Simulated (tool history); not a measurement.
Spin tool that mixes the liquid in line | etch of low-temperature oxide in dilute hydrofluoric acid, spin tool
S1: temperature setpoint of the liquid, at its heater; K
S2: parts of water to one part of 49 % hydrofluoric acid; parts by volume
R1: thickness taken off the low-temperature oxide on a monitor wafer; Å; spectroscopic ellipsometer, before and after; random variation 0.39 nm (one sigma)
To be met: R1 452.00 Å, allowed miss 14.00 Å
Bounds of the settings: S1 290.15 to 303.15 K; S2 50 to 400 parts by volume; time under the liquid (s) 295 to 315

Run 1, day 0.000: S1 295.15 K, S2 225 parts by volume, time under the liquid (s) 295. Result: R1 188.54 Å.
Run 2, day 0.083: S1 296.65 K, S2 225 parts by volume, time under the liquid (s) 295. Result: R1 197.57 Å.
Run 3, day 0.221: S1 298.65 K, S2 185 parts by volume, time under the liquid (s) 295. Result: R1 276.13 Å.
Run 4, day 0.408: S1 300.15 K, S2 165 parts by volume, time under the liquid (s) 295. Result: R1 334.77 Å.
Run 5, day 0.683: S1 300.15 K, S2 200 parts by volume, time under the liquid (s) 295. Result: R1 261.37 Å.
Run 6, day 0.721: S1 301.15 K, S2 175 parts by volume, time under the liquid (s) 295. Result: R1 317.36 Å.
At day 0.750: hydrofluoric acid flow meter replaced.
Run 7, day 0.750: S1 301.65 K, S2 160 parts by volume, time under the liquid (s) 295. Result: R1 416.93 Å.
Run 8, day 0.954: S1 302.15 K, S2 160 parts by volume, time under the liquid (s) 295. Result: R1 431.66 Å.
Run 9, day 1.329: S1 302.65 K, S2 160 parts by volume, time under the liquid (s) 295. Result: R1 432.70 Å.

Which of these 4 next moves meets every target?
Run A, day 1.704: S1 303.15 K, S2 180 parts by volume, time under the liquid (s) 315. Result: R1 ?.
Run B, day 1.704: S1 297.65 K, S2 145 parts by volume, time under the liquid (s) 300. Result: R1 ?.
Run C, day 1.704: S1 303.15 K, S2 165 parts by volume, time under the liquid (s) 315. Result: R1 ?.
Run D, day 1.704: S1 299.15 K, S2 150 parts by volume, time under the liquid (s) 295. Result: R1 ?.

move      R1
   A  406.08
   B  409.48
   C  451.52
   D  409.52
A: further off than the last run
B: further off than the last run
C: meets every target
D: further off than the last run
Answer: C

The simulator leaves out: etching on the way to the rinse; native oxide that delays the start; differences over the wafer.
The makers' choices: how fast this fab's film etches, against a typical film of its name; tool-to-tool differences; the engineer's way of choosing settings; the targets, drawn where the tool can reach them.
